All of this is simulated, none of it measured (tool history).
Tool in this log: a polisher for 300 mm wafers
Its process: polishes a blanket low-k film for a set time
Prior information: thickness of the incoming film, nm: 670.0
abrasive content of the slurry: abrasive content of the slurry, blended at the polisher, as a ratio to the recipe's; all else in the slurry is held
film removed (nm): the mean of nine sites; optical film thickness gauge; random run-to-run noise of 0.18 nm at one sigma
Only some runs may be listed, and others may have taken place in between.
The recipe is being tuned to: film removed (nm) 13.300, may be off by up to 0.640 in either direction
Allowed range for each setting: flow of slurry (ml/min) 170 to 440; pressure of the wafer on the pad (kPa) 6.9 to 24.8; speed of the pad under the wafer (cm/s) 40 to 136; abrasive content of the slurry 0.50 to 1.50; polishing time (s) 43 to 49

| run | hour | flow of slurry (ml/min) | pressure of the wafer on the pad (kPa) | speed of the pad under the wafer (cm/s) | abrasive content of the slurry | polishing time (s) | film removed (nm) |
|---|---|---|---|---|---|---|---|
| 1 | 0.0 | 280 | 15.9 | 88 | 1.00 | 49 | 19.703 |
| 2 | 6.7 | 280 | 14.5 | 88 | 1.00 | 49 | 17.965 |
| 3 | 8.8 | 280 | 13.1 | 88 | 1.00 | 49 | 16.042 |
| 4 | 16.1 | 280 | 12.4 | 88 | 1.00 | 49 | 15.355 |
| 5 | 21.8 | 280 | 12.4 | 106 | 1.00 | 49 | 17.905 |
| 6 | 30.6 | 280 | 11.0 | 106 | 1.00 | 49 | 15.630 |
| 7 | 38.4 | 280 | 10.3 | 106 | 1.00 | 49 | 15.345 |
| 8 | 41.0 | 280 | 9.7 | 106 | 1.00 | 49 | 13.987 |

Which of these 5 next moves meets every target?
| A | 43.6 | 275 | 9.7 | 120 | 0.95 | 43 | ? |
| B | 43.6 | 275 | 8.3 | 98 | 1.00 | 49 | ? |
| C | 43.6 | 350 | 10.3 | 104 | 1.00 | 48 | ? |
| D | 43.6 | 270 | 10.3 | 108 | 1.00 | 49 | ? |
| E | 43.6 | 225 | 10.3 | 92 | 1.10 | 43 | ? |

| move | film removed (nm) |
|---|---|
| A | 13.505 |
| B | 11.483 |
| C | 14.885 |
| D | 15.314 |
| E | 11.931 |
A: in spec on every target
B: pushes the last run's worst result past its target
C: further off than the last run
D: further off than the last run
E: pushes the last run's worst result past its target
So the answer is move A, the one that meets all the targets.
